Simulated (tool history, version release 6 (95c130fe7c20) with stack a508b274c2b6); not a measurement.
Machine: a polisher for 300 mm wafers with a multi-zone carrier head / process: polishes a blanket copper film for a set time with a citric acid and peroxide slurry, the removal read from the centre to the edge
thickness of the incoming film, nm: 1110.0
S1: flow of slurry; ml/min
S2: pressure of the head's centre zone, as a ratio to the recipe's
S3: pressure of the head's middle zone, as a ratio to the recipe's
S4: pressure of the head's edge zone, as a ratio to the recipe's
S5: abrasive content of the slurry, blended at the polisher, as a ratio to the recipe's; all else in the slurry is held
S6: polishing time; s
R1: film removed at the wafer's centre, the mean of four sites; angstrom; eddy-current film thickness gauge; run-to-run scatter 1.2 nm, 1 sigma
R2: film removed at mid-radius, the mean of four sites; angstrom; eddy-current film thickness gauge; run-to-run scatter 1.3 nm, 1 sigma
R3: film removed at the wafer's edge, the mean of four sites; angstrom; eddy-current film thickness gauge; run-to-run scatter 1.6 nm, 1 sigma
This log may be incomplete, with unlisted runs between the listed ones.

run  hour   S1    S2    S3    S4    S5  S6      R1      R2      R3
  1     0  125     1     1     1     1  79  1598.2  1605.5  1568.6
  2   7.5  125     1     1  0.94     1  79  1565.3  1587.5  1592.7
  3     8  125     1     1  0.94  0.85  79  1551.4  1535.8    1523
  4    11  125  1.07     1  0.94  0.85  79  1659.1  1521.6    1552
  5  15.6  125  1.07     1  0.94  0.75  79  1602.8  1496.6  1503.5
  6  17.7  125  1.07     1  0.94  0.95  79  1696.8  1563.8  1529.8
  7  20.1  125  1.03  1.05  0.94   0.9  72  1467.4    1493  1411.9
  8  22.9  120  0.99  1.08  0.94   0.8  68  1283.5    1383  1276.7
  9  24.4  115  0.95   1.1  0.94  0.75  67  1167.5  1354.9  1230.8

Run 10, settings as shown, results not yet in. Your forecast:
 10  31.1  110  0.93  1.11  0.93  0.7  66   ?   ?   ?

Run 10 yielded R1 1121.4 angstrom, R2 1310.8 angstrom, R3 1172.3 angstrom.

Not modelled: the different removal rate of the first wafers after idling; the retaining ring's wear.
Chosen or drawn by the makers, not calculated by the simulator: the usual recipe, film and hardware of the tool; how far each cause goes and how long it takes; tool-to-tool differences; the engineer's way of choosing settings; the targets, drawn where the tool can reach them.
